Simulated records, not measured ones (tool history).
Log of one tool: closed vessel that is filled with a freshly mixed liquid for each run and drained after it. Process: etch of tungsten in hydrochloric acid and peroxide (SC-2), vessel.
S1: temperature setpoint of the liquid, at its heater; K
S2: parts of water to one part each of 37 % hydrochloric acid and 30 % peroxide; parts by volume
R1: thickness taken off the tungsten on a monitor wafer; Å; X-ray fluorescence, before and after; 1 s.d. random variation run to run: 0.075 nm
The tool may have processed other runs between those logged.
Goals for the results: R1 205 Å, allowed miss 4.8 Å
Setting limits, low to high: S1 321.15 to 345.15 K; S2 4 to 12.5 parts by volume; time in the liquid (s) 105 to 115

Run 1, hour 0: S1 337.15 K, S2 7 parts by volume, time in the liquid (s) 105. Result: R1 380.84 Å.
Run 2, hour 6.7: S1 334.65 K, S2 7 parts by volume, time in the liquid (s) 105. Result: R1 326.55 Å.
Run 3, hour 15.3: S1 333.15 K, S2 7 parts by volume, time in the liquid (s) 105. Result: R1 297.74 Å.
Run 4, hour 23.2: S1 333.15 K, S2 7 parts by volume, time in the liquid (s) 115. Result: R1 327.2 Å.
Run 5, hour 28.4: S1 331.65 K, S2 7 parts by volume, time in the liquid (s) 115. Result: R1 296.88 Å.
Run 6, hour 32.9: S1 331.65 K, S2 4.5 parts by volume, time in the liquid (s) 115. Result: R1 409.25 Å.
Run 7, hour 33.7: S1 329.15 K, S2 4.5 parts by volume, time in the liquid (s) 115. Result: R1 348.61 Å.
Run 8, hour 39.9: S1 327.15 K, S2 4.5 parts by volume, time in the liquid (s) 115. Result: R1 306.7 Å.
Run 9, hour 47.3: S1 325.65 K, S2 4.5 parts by volume, time in the liquid (s) 115. Result: R1 277.49 Å.

Next run, 5 choices. One meets every target within its allowed miss, the rest don't. Which?
Run A, hour 54.7: S1 322.65 K, S2 5 parts by volume, time in the liquid (s) 110. Result: R1 ?.
Run B, hour 54.7: S1 325.65 K, S2 4.5 parts by volume, time in the liquid (s) 105. Result: R1 ?.
Run C, hour 54.7: S1 323.65 K, S2 4.5 parts by volume, time in the liquid (s) 105. Result: R1 ?.
Run D, hour 54.7: S1 326.15 K, S2 6 parts by volume, time in the liquid (s) 115. Result: R1 ?.
Run E, hour 54.7: S1 333.15 K, S2 5 parts by volume, time in the liquid (s) 115. Result: R1 ?.

move      R1
   A  203.23
   B  254.86
   C  223.32
   D  234.35
   E  419.44
A: all results land within tolerance of their targets
B: nearer the targets than the last run, but a result is still out of spec
C: nearer the targets than the last run, but a result is still out of spec
D: nearer the targets than the last run, but a result is still out of spec
E: the biggest miss grows against the last run
So the answer is move A, the one that meets all the targets.
